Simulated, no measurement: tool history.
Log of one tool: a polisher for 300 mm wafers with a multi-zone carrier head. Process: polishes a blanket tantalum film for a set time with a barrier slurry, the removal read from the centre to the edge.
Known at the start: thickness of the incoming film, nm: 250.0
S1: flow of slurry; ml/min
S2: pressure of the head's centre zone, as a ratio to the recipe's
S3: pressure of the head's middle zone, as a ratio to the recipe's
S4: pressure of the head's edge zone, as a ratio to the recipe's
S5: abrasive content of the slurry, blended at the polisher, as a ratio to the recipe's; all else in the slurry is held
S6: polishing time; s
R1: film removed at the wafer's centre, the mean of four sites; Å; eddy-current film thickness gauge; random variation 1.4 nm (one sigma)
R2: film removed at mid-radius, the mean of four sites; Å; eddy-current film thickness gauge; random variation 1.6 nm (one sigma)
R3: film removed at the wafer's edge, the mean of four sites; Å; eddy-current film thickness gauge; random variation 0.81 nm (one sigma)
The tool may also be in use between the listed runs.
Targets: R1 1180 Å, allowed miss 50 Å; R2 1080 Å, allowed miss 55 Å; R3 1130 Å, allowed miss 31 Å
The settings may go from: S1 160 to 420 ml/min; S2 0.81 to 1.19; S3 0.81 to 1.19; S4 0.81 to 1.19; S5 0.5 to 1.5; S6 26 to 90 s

run 1 hour=0 | S1=270 S2=1 S3=1 S4=1 S5=1 S6=58 | R1=741.73 R2=781.04 R3=761.23
run 2 hour=4.9 | S1=275 S2=1.03 S3=1 S4=1.03 S5=1.1 S6=60 | R1=803.94 R2=817.19 R3=820.43
run 3 hour=11.7 | S1=275 S2=1.03 S3=0.97 S4=1.03 S5=1.1 S6=60 | R1=830.35 R2=793.78 R3=818.46
run 4 hour=19.5 | S1=275 S2=1.03 S3=0.97 S4=1.03 S5=1.1 S6=47 | R1=648.66 R2=626.57 R3=652.15
run 5 hour=22.2 | S1=275 S2=1.03 S3=0.97 S4=1.03 S5=0.9 S6=47 | R1=602.59 R2=584.92 R3=612.53
run 6 hour=24.7 | S1=275 S2=1.03 S3=0.97 S4=0.95 S5=0.9 S6=47 | R1=607.09 R2=600.75 R3=586.46
run 7 hour=30 | S1=310 S2=1.13 S3=1.05 S4=1.05 S5=1.15 S6=63 | R1=959.96 R2=929.17 R3=895.04
run 8 hour=32.7 | S1=330 S2=1.18 S3=1.03 S4=1.15 S5=1.4 S6=67 | R1=1125.3 R2=1007 R3=1039.5
run 9 hour=40.2 | S1=330 S2=1.18 S3=1.03 S4=1.16 S5=1.4 S6=68 | R1=1179 R2=1028.2 R3=1064
run 10 hour=48.1 | S1=330 S2=1.17 S3=1.03 S4=1.17 S5=1.4 S6=68 | R1=1127.2 R2=1041.3 R3=1074.8

Which of these 4 next moves meets every target?
run A hour=56 | S1=400 S2=1.15 S3=1.01 S4=1.18 S5=1.25 S6=73 | R1=? R2=? R3=?
run B hour=56 | S1=255 S2=1.07 S3=0.92 S4=1.19 S5=1.5 S6=72 | R1=? R2=? R3=?
run C hour=56 | S1=365 S2=1.17 S3=1.04 S4=1.09 S5=1.25 S6=67 | R1=? R2=? R3=?
run D hour=56 | S1=340 S2=1.13 S3=1.1 S4=1.18 S5=1.5 S6=64 | R1=? R2=? R3=?

move=A R1=1186.9 R2=1097.6 R3=1143.5
move=B R1=1080.8 R2=999.21 R3=1143.6
move=C R1=1099.8 R2=1025.2 R3=1001.5
move=D R1=1051.7 R2=1065.3 R3=1033.9
A: meets every target
B: brings the result that was furthest off to its target, and leaves another outside
C: further off than the last run
D: further off than the last run
Move A is the one to make.
